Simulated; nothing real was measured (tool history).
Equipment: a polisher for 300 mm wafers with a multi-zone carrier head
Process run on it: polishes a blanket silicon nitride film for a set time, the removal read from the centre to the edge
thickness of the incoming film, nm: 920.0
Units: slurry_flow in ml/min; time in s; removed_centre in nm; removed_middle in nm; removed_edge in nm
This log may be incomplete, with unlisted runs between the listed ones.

run 1 hour=0.0 | slurry_flow=190 centre_zone=1.00 middle_zone=1.00 edge_zone=1.00 time=76 | removed_centre=250.56 removed_middle=247.05 removed_edge=242.38
run 2 hour=3.8 | slurry_flow=190 centre_zone=1.00 middle_zone=0.99 edge_zone=0.98 time=72 | removed_centre=242.13 removed_middle=229.17 removed_edge=227.91
run 3 hour=11.5 | slurry_flow=190 centre_zone=1.00 middle_zone=0.92 edge_zone=0.98 time=72 | removed_centre=238.25 removed_middle=217.61 removed_edge=226.15
run 4 hour=19.3 | slurry_flow=190 centre_zone=1.00 middle_zone=0.92 edge_zone=1.01 time=72 | removed_centre=239.07 removed_middle=218.78 removed_edge=227.93
run 5 hour=27.5 | slurry_flow=190 centre_zone=0.99 middle_zone=0.93 edge_zone=0.99 time=68 | removed_centre=224.79 removed_middle=204.58 removed_edge=221.52
run 6 hour=35.9 | slurry_flow=160 centre_zone=0.99 middle_zone=0.93 edge_zone=0.99 time=68 | removed_centre=215.46 removed_middle=201.89 removed_edge=216.92
run 7 hour=37.2 | slurry_flow=165 centre_zone=0.99 middle_zone=0.95 edge_zone=0.97 time=64 | removed_centre=200.29 removed_middle=195.90 removed_edge=200.53
run 8 hour=38.5 | slurry_flow=165 centre_zone=1.00 middle_zone=0.95 edge_zone=0.95 time=62 | removed_centre=200.18 removed_middle=188.44 removed_edge=194.67
run 9 hour=46.9 | slurry_flow=165 centre_zone=1.00 middle_zone=0.96 edge_zone=0.93 time=60 | removed_centre=191.79 removed_middle=185.89 removed_edge=185.63

For run 10, what comes out?
run 10 hour=48.3 | slurry_flow=165 centre_zone=1.00 middle_zone=0.96 edge_zone=0.93 time=60 | removed_centre=? removed_middle=? removed_edge=?

removed_centre: 196.40 nm
removed_middle: 181.46 nm
removed_edge: 181.97 nm

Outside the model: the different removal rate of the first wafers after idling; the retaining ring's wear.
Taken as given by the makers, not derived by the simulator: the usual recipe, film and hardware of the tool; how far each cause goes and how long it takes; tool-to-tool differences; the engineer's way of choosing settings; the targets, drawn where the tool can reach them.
